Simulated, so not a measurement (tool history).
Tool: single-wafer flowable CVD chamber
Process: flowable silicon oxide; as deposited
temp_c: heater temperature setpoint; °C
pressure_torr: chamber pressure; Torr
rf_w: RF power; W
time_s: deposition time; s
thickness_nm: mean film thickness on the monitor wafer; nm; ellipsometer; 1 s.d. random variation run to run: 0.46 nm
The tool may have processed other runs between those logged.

{"run": 1, "hour": 0.0, "temp_c": 105, "pressure_torr": 0.665, "rf_w": 2035, "time_s": 646, "thickness_nm": 262.33}
{"run": 2, "hour": 4.3, "temp_c": 100, "pressure_torr": 0.665, "rf_w": 2035, "time_s": 646, "thickness_nm": 318.68}
{"run": 3, "hour": 12.4, "temp_c": 100, "pressure_torr": 0.706, "rf_w": 2035, "time_s": 646, "thickness_nm": 336.2}
{"run": 4, "hour": 21.2, "temp_c": 105, "pressure_torr": 0.705, "rf_w": 2035, "time_s": 646, "thickness_nm": 276.88}
{"run": 5, "hour": 25.8, "temp_c": 101, "pressure_torr": 0.705, "rf_w": 2035, "time_s": 646, "thickness_nm": 324.62}
{"run": 6, "hour": 33.8, "temp_c": 106, "pressure_torr": 0.704, "rf_w": 2035, "time_s": 646, "thickness_nm": 265.36}
{"run": 7, "hour": 38.5, "temp_c": 109, "pressure_torr": 0.703, "rf_w": 2035, "time_s": 646, "thickness_nm": 239.22}
{"run": 8, "hour": 41.2, "temp_c": 111, "pressure_torr": 0.702, "rf_w": 2035, "time_s": 646, "thickness_nm": 221.66}
{"run": 9, "hour": 43.2, "temp_c": 113, "pressure_torr": 0.702, "rf_w": 2035, "time_s": 646, "thickness_nm": 205.79}
{"run": 10, "hour": 51.6, "temp_c": 114, "pressure_torr": 0.702, "rf_w": 2035, "time_s": 646, "thickness_nm": 199.02}

What will run 11 give?
{"run": 11, "hour": 54.1, "temp_c": 119, "pressure_torr": 0.701, "rf_w": 2035, "time_s": 646, "thickness_nm": "?"}

thickness_nm: 167.57 nm
